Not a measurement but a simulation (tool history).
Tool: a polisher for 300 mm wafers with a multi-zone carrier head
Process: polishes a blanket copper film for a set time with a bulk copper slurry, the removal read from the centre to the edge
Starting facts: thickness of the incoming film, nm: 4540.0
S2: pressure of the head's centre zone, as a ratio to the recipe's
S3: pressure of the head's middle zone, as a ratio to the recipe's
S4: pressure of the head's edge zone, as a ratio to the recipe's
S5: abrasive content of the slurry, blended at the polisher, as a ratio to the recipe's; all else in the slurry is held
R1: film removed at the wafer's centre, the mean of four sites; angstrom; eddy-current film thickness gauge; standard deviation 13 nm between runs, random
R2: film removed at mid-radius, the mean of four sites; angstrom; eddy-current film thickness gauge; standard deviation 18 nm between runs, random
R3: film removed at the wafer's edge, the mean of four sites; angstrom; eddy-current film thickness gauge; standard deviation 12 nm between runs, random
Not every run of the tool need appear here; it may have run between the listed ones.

Run 1, hour 0: flow of slurry (ml/min) 275, S2 1, S3 1, S4 1, S5 1, polishing time (s) 83. Result: R1 8181.5 angstrom, R2 8196.5 angstrom, R3 8175.5 angstrom.
Run 2, hour 1.8: flow of slurry (ml/min) 275, S2 0.98, S3 1.03, S4 1.01, S5 1.1, polishing time (s) 85. Result: R1 8191.5 angstrom, R2 8778.6 angstrom, R3 8734.6 angstrom.
Run 3, hour 10.6: flow of slurry (ml/min) 275, S2 0.98, S3 1.11, S4 1.01, S5 1.1, polishing time (s) 85. Result: R1 8422.5 angstrom, R2 8861.7 angstrom, R3 8794.4 angstrom.
Run 4, hour 11.2: flow of slurry (ml/min) 285, S2 0.96, S3 1.12, S4 0.97, S5 1.15, polishing time (s) 88. Result: R1 8600.8 angstrom, R2 9647.3 angstrom, R3 8832.5 angstrom.
Run 5, hour 17.2: flow of slurry (ml/min) 285, S2 0.96, S3 1.12, S4 1.05, S5 1.15, polishing time (s) 88. Result: R1 8595.7 angstrom, R2 9713.6 angstrom, R3 9194.2 angstrom.
Run 6, hour 18.1: flow of slurry (ml/min) 285, S2 0.96, S3 1.12, S4 1.09, S5 1.15, polishing time (s) 88. Result: R1 8672.6 angstrom, R2 9614.3 angstrom, R3 9357.9 angstrom.

What will run 7 give?
Run 7, hour 24.2: flow of slurry (ml/min) 295, S2 0.95, S3 1.13, S4 1.08, S5 1.2, polishing time (s) 89. Result: R1 ?, R2 ?, R3 ?.

Logged for run 7: R1 8787.7 angstrom, R2 9659.2 angstrom, R3 9513.2 angstrom.

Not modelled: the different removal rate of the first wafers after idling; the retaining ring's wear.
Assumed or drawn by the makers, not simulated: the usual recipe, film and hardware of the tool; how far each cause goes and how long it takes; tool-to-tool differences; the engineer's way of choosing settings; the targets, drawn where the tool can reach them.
